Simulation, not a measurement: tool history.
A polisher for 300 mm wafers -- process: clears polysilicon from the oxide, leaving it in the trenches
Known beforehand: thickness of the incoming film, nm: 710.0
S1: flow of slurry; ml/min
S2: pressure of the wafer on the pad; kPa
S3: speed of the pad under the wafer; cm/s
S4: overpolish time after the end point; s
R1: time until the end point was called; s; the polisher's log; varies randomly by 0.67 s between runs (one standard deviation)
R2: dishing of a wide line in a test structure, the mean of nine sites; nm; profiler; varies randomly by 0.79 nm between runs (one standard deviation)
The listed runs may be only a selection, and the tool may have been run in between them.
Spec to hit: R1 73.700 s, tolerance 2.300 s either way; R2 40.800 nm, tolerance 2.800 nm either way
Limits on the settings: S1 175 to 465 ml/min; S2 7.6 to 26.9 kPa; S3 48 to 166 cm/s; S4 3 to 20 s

| run | hour | S1 | S2 | S3 | S4 | R1 | R2 |
|---|---|---|---|---|---|---|---|
| 1 | 0.0 | 295 | 17.2 | 106 | 10 | 58.211 | 46.395 |
| 2 | 0.8 | 295 | 16.5 | 106 | 9 | 61.003 | 45.392 |
| 3 | 3.5 | 295 | 15.9 | 106 | 8 | 63.085 | 43.611 |
| 4 | 7.9 | 295 | 18.6 | 106 | 8 | 53.380 | 43.682 |
|  | 14.5 | worn pad replaced by a new one |
| 5 | 14.5 | 295 | 22.1 | 106 | 8 | 40.109 | 46.304 |
| 6 | 22.6 | 295 | 21.4 | 106 | 8 | 42.088 | 47.530 |
| 7 | 24.1 | 295 | 20.7 | 106 | 8 | 43.297 | 46.410 |
| 8 | 28.5 | 295 | 20.0 | 106 | 8 | 45.487 | 45.527 |
| 9 | 35.1 | 295 | 19.3 | 106 | 8 | 46.498 | 44.932 |
| 10 | 36.6 | 295 | 18.6 | 106 | 8 | 47.846 | 45.907 |
| 11 | 41.8 | 290 | 17.9 | 106 | 8 | 49.207 | 45.352 |
| 12 | 46.6 | 310 | 17.9 | 106 | 8 | 49.586 | 47.135 |
| 13 | 49.1 | 310 | 17.9 | 106 | 8 | 49.504 | 45.869 |
| 14 | 56.4 | 295 | 17.9 | 106 | 8 | 50.223 | 45.193 |
| 15 | 62.3 | 255 | 13.1 | 104 | 5 | 71.052 | 34.568 |

Which one of the following 5 next-run settings gets every result inside its allowed miss? There is exactly one.
| A | 68.2 | 265 | 11.0 | 120 | 5 | ? | ? |
| B | 68.2 | 255 | 11.7 | 110 | 6 | ? | ? |
| C | 68.2 | 365 | 13.1 | 102 | 13 | ? | ? |
| D | 68.2 | 335 | 9.7 | 128 | 8 | ? | ? |
| E | 68.2 | 320 | 13.1 | 100 | 12 | ? | ? |

| move | R1 | R2 |
|---|---|---|
| A | 71.844 | 33.163 |
| B | 74.116 | 35.748 |
| C | 69.242 | 45.957 |
| D | 74.847 | 40.083 |
| E | 71.369 | 45.167 |
A: further off than the last run
B: closer than the last run, but not yet in spec
C: takes the result that was furthest off past its target
D: all results land within tolerance of their targets
E: takes the result that was furthest off past its target
D meets every target.
